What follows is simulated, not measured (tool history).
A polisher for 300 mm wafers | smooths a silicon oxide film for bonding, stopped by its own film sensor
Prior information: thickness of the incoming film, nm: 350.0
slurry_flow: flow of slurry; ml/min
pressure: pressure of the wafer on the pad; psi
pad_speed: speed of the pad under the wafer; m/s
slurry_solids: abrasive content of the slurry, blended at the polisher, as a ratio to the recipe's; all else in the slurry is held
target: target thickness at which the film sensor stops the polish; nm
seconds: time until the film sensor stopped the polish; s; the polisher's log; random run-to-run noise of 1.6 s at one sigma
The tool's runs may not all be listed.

run  hour  slurry_flow  pressure  pad_speed  slurry_solids  target  seconds
  1   0.0          145       1.5       0.82            1.0     318   61.813
  2   1.2          115       1.5       0.82            1.0     318   64.698
  3   5.3          115       1.3       0.80            1.0     318   76.515
  4  13.9          115       1.3       0.80            0.8     318   84.963
  5  21.7          115       1.3       0.98            0.8     318   71.018
  6  26.1          115       1.1       0.94            0.8     318   89.365
  7  33.3          115       1.0       0.94            0.8     318   94.272

Estimate the outcome of run 8 from the log above:
  8  36.5          115       0.9       0.94            0.8     318        ?

Run 8 came out at seconds 102.150 s.
